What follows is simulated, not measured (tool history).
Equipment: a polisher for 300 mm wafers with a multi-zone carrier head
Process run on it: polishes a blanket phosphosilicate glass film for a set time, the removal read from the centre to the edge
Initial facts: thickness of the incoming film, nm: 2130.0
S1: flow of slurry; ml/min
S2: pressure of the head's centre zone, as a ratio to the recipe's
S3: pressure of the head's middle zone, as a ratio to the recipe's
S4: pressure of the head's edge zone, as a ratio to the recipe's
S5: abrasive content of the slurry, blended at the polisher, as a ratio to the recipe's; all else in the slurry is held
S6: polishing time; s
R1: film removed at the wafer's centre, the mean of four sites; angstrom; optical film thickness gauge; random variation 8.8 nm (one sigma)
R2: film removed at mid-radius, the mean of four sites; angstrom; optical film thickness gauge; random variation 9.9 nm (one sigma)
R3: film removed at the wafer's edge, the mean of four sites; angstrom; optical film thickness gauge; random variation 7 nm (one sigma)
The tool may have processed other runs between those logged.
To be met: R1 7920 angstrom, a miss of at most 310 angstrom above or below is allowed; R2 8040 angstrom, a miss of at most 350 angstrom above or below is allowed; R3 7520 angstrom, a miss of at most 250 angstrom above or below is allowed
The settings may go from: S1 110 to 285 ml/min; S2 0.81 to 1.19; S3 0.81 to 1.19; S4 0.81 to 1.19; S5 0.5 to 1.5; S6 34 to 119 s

run	hour	S1	S2	S3	S4	S5	S6	R1	R2	R3
1	0	180	1	1	1	1	76	5870.3	5976.3	5860.1
2	7	180	1	1	1	0.9	76	5827.9	5693.8	5711.5
3	11.3	160	1	1	1	0.9	76	5763.7	5738.9	5663.4
4	13.3	160	1.03	1.01	1.02	1	77	6224.8	6041.2	5900.6
5	17.6	165	1.04	1.02	1.04	1.1	78	6485	6363.2	6224.9
6	23.9	170	1.05	1.03	1.05	1.2	79	6880.3	6522.6	6548.2
7	31.7	170	1.05	1.05	1.05	1.25	80	7132.8	6912.9	6736.8
8	36.7	175	1.05	1.07	1.06	1.3	80	7160.8	7174.2	6812.2

Next run, 5 choices. One meets every target within its allowed miss, the rest don't. Which?
A	41.7	155	1.03	1.06	0.99	1.1	96	?	?	?
B	41.7	200	1.04	1.07	1.05	1.35	95	?	?	?
C	41.7	180	1.09	1.19	0.96	1.4	91	?	?	?
D	41.7	135	1.14	1.17	1.06	1.45	82	?	?	?
E	41.7	185	0.96	1.11	1.03	1.25	97	?	?	?

move	R1	R2	R3
A	7824.1	8157.1	7351.4
B	8539.4	8856.7	8078.4
C	8570.5	9292.3	7435.9
D	7886.7	8083.6	6930.3
E	7802.2	9061.7	7947.4
A: each result inside its tolerance
B: carries the result that was furthest off beyond its target, to the other side
C: the furthest-off result lands on target, but another misses its tolerance
D: closes in on the targets versus the last run, not all within tolerance yet
E: carries the result that was furthest off beyond its target, to the other side
A meets every target.

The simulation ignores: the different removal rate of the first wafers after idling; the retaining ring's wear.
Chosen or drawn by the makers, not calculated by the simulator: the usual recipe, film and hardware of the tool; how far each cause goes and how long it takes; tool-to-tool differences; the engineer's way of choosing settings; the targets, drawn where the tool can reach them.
